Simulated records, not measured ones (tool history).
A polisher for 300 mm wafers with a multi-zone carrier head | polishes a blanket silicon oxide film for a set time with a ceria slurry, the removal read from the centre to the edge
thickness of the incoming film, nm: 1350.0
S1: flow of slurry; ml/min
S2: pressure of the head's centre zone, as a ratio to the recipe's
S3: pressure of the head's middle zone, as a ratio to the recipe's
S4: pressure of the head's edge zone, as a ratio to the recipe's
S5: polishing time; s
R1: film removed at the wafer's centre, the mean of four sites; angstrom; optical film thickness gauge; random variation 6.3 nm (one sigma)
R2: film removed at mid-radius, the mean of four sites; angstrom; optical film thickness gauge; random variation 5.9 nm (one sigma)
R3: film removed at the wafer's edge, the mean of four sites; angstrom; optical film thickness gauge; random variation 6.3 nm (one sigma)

| run | hour | S1 | S2 | S3 | S4 | S5 | R1 | R2 | R3 |
|---|---|---|---|---|---|---|---|---|---|
| 1 | 0.0 | 300 | 1.00 | 1.00 | 1.00 | 76 | 3360.8 | 3344.4 | 3449.3 |
| 2 | 4.7 | 300 | 1.03 | 1.00 | 1.00 | 76 | 3474.3 | 3354.1 | 3360.5 |
| 3 | 12.2 | 300 | 1.03 | 1.00 | 1.01 | 79 | 3699.4 | 3351.4 | 3554.4 |
| 4 | 17.6 | 300 | 1.03 | 1.02 | 1.02 | 81 | 3648.5 | 3470.3 | 3609.9 |
| 5 | 22.8 | 255 | 1.03 | 1.02 | 1.02 | 81 | 3662.0 | 3573.5 | 3587.2 |
| 6 | 28.5 | 255 | 1.03 | 1.02 | 1.02 | 84 | 3739.6 | 3562.7 | 3691.2 |
| 7 | 29.9 | 260 | 1.03 | 1.03 | 1.02 | 87 | 3936.3 | 3753.5 | 3968.5 |
| 8 | 34.9 | 260 | 1.03 | 1.04 | 1.02 | 88 | 3950.5 | 3834.6 | 3924.9 |
| 9 | 38.4 | 260 | 1.03 | 1.04 | 1.02 | 90 | 4069.1 | 3953.2 | 3964.1 |

Forecast run 10:
| 10 | 40.8 | 260 | 1.03 | 1.04 | 1.03 | 91 | ? | ? | ? |

Run 10 gave R1 4081.4 angstrom, R2 4120.9 angstrom, R3 3960.3 angstrom.
